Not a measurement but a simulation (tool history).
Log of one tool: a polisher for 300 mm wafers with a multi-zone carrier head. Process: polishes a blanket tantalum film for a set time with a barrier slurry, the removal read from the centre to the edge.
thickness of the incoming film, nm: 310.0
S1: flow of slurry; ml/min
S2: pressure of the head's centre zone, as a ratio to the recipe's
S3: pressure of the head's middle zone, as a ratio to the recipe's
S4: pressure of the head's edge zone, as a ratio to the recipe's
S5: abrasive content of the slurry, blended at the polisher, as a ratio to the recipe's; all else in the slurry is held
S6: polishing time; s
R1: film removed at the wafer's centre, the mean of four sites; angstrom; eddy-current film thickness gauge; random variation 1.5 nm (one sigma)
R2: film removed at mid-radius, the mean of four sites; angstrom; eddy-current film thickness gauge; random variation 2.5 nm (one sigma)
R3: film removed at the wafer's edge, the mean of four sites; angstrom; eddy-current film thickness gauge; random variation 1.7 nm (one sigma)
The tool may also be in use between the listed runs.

run	hour	S1	S2	S3	S4	S5	S6	R1	R2	R3
1	0.0	235	1.00	1.00	1.00	1.00	53	1218.9	1204.5	1217.5
2	1.9	245	1.03	1.05	1.01	1.15	54	1332.7	1329.0	1307.2
3	2.7	255	1.06	1.09	1.00	1.25	55	1422.5	1428.0	1381.2
4	5.6	265	1.08	1.12	0.97	1.30	56	1512.4	1540.9	1367.4
5	12.6	265	1.03	1.12	0.97	1.30	56	1450.7	1533.8	1350.0
6	14.8	220	1.03	1.12	0.97	1.30	56	1432.5	1480.4	1351.2
7	20.0	235	1.06	1.14	0.98	1.35	56	1472.4	1516.6	1394.6

Run 8 comes next. What will it give?
8	22.1	250	1.08	1.16	0.98	1.40	56	?	?	?

{"run 8": {"R1": 1505.2, "R2": 1573.1, "R3": 1379.7}}
